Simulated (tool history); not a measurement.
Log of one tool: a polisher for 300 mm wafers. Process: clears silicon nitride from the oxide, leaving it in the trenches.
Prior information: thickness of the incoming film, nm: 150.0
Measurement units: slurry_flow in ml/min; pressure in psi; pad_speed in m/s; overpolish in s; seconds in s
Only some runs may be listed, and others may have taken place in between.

run	hour	slurry_flow	pressure	pad_speed	overpolish	seconds
1	0	155	3.4	1.02	2	148.59
2	6.4	180	3.4	1.02	2	146.42
3	12.7	180	3.2	1.02	2	144.74
4	17.8	175	2.9	1	2	166.05
5	24.4	175	3.2	1	2	150.18
6	32.8	175	2.8	1	2	169.19
7	36	170	2.7	1	2	175.66

For run 8, what comes out?
8	37.4	165	2.6	1	2	?

{"run 8": {"seconds": 185.58}}
